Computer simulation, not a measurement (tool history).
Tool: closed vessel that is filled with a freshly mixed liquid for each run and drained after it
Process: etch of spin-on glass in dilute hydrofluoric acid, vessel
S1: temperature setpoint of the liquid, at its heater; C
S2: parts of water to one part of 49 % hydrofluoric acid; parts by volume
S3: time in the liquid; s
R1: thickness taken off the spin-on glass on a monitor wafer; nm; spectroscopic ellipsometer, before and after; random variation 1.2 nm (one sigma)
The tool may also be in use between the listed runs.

Run 1, hour 0: S1 24 C, S2 130 parts by volume, S3 190 s. Result: R1 39.107 nm.
Run 2, hour 4.3: S1 25 C, S2 120 parts by volume, S3 190 s. Result: R1 43.879 nm.
Run 3, hour 8.8: S1 25.5 C, S2 110 parts by volume, S3 190 s. Result: R1 50.011 nm.
Run 4, hour 9.5: S1 25.5 C, S2 110 parts by volume, S3 190 s. Result: R1 50.42 nm.
Run 5, hour 11.1: S1 22 C, S2 110 parts by volume, S3 190 s. Result: R1 43.878 nm.
Run 6, hour 18.7: S1 23 C, S2 100 parts by volume, S3 190 s. Result: R1 50.974 nm.
Run 7, hour 24.4: S1 24 C, S2 95 parts by volume, S3 190 s. Result: R1 56.27 nm.
Run 8, hour 28.9: S1 25 C, S2 90 parts by volume, S3 190 s. Result: R1 61.658 nm.

Run 9 comes next. What will it give?
Run 9, hour 29.7: S1 25.5 C, S2 85 parts by volume, S3 190 s. Result: R1 ?.

R1: 66.513 nm

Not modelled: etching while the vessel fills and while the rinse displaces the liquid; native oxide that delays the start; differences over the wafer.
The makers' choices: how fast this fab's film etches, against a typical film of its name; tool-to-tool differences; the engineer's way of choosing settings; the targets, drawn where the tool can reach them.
